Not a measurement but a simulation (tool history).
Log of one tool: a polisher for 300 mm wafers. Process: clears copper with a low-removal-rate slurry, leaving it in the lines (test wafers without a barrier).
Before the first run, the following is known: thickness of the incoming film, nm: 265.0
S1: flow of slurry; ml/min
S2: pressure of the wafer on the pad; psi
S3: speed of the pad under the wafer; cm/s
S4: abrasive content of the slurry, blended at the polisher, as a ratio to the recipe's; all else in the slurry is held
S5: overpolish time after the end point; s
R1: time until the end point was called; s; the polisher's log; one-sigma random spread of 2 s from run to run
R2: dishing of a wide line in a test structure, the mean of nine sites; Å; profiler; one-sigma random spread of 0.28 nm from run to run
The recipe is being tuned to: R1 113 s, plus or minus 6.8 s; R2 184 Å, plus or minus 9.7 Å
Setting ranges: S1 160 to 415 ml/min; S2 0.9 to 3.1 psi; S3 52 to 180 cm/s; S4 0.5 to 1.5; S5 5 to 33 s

run  hour   S1   S2   S3  S4  S5      R1      R2
  1     0  265    2  116   1  17  94.317  299.35
  2   4.3  265  1.9  116   1  15  95.169  258.95
  3  12.4  265  1.8  116   1  14  103.23  244.34
  4  17.7  265  1.8  116   1  13  104.05  228.09
  5  19.8  265  1.8  116   1  12  104.52  208.66
  6  22.9  265    2  116   1  12  92.224  233.21
  7  29.7  265  1.9  116   1  12  100.27  228.19
  8  35.1  265  1.8  116   1  11  101.64  201.14
  9  37.2  265  1.5  114   1  12   125.2  178.97
       42  -- head pressure recalibrated
 10    42  265  1.6  114   1  11  122.88  164.36

5 next moves are on the table. One of them brings every result within its allowed miss. Which?
  A  46.8  245  1.4  120  0.95  12   ?   ?
  B  46.8  265  1.5  114  0.95  12   ?   ?
  C  46.8  275  1.8   92  0.95  10   ?   ?
  D  46.8  300  1.6  126  0.95  11   ?   ?
  E  46.8  180  1.6  102  1.15  15   ?   ?

move      R1      R2
   A  138.95  164.75
   B  136.03  168.18
   C  140.06  141.56
   D  115.14  180.07
   E  140.62  196.83
A: lands further from the targets than the last run did
B: lands further from the targets than the last run did
C: lands further from the targets than the last run did
D: each result inside its tolerance
E: takes the result that was furthest off past its target
So the answer is move D, the one that meets all the targets.

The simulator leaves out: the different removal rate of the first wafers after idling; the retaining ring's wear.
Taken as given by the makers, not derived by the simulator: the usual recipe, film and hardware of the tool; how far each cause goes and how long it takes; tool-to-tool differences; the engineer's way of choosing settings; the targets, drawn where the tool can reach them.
